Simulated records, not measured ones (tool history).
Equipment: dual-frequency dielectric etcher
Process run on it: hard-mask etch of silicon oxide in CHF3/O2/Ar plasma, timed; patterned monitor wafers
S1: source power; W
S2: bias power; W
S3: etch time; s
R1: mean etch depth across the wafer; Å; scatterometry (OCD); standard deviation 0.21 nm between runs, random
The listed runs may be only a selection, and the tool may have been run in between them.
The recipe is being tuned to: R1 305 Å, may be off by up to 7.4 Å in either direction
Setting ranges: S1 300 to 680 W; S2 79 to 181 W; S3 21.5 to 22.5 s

| run | hour | S1 | S2 | S3 | R1 |
|---|---|---|---|---|---|
| 1 | 0 | 490 | 130 | 21.5 | 333.98 |
| 2 | 4.4 | 490 | 111 | 21.5 | 326.44 |
| 3 | 11.3 | 470 | 109 | 21.5 | 317.33 |
| 4 | 14.6 | 520 | 109 | 21.5 | 333.73 |
| 5 | 19.7 | 520 | 126 | 21.5 | 337.71 |
| 6 | 22.6 | 490 | 123 | 21.5 | 329.63 |
| 7 | 28.9 | 470 | 121 | 21.5 | 325.36 |
| 8 | 29.7 | 450 | 119 | 21.5 | 320.89 |

Of the 4 settings listed for the next run, only one would bring every result within its allowed miss of target. Which one?
| A | 30.5 | 450 | 124 | 22 | ? |
| B | 30.5 | 420 | 139 | 22.5 | ? |
| C | 30.5 | 400 | 91 | 22.5 | ? |
| D | 30.5 | 390 | 136 | 22.5 | ? |

| move | R1 |
|---|---|
| A | 328.14 |
| B | 333.43 |
| C | 306.97 |
| D | 323.25 |
A: lands further from the targets than the last run did
B: lands further from the targets than the last run did
C: each result inside its tolerance
D: lands further from the targets than the last run did
C is the move that brings every result within its allowed miss.
